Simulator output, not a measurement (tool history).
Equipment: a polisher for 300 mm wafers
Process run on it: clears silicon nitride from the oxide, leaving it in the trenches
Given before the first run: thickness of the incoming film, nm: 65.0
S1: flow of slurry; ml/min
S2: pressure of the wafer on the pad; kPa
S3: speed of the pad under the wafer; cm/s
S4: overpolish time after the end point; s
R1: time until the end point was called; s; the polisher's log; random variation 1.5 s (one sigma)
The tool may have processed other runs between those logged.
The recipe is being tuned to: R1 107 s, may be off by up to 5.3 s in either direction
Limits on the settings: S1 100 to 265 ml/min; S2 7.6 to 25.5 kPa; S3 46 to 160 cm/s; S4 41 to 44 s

run	day	S1	S2	S3	S4	R1
1	0	170	16.5	102	41	68.831
2	0.267	170	15.9	102	41	70.209
3	0.458	170	15.2	102	41	71.259
4	0.633	205	15.2	102	41	71.261
5	0.767	205	14.5	102	41	72.679
6	0.796	245	14.5	102	41	73.463
7	1.142	245	14.5	102	41	70.663
8	1.267	240	10.3	98	41	98.765

Which one of the following 4 next-run settings gets every result inside its allowed miss? There is exactly one.
A	1.392	260	11	74	41	?
B	1.392	265	7.6	96	41	?
C	1.392	230	12.4	92	44	?
D	1.392	210	9.7	94	44	?

move	R1
A	120.83
B	122.69
C	90.804
D	108.66
A: takes the biggest miss from the last run beyond its target
B: takes the biggest miss from the last run beyond its target
C: its largest miss is bigger than the last run's
D: all results in spec
Answer: D
